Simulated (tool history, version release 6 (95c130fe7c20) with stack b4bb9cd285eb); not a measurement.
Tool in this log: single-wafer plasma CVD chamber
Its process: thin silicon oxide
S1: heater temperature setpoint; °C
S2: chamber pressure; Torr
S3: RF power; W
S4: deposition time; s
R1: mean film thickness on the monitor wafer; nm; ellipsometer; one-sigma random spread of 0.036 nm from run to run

| run | hour | S1 | S2 | S3 | S4 | R1 |
|---|---|---|---|---|---|---|
| 1 | 0 | 420 | 0.795 | 250 | 8.76 | 14.728 |
| 2 | 1.2 | 420 | 0.795 | 265 | 8.76 | 15.148 |
| 3 | 9.6 | 420 | 0.795 | 230 | 8.76 | 14.197 |
| 4 | 16.1 | 428 | 0.795 | 230 | 8.76 | 14.17 |
|  | 18.6 | thermocouple changed; heater temperature recalibrated |
| 5 | 18.6 | 424 | 0.795 | 230 | 8.76 | 14.173 |
| 6 | 27.2 | 430 | 0.795 | 230 | 8.76 | 14.115 |
| 7 | 31.4 | 430 | 0.78 | 230 | 8.76 | 13.792 |
| 8 | 37.4 | 430 | 0.769 | 230 | 8.76 | 13.682 |

Run 9, settings as shown, results not yet in. Your forecast:
| 9 | 46.2 | 430 | 0.672 | 225 | 8.76 | ? |

{"run 9": {"R1": 11.745}}

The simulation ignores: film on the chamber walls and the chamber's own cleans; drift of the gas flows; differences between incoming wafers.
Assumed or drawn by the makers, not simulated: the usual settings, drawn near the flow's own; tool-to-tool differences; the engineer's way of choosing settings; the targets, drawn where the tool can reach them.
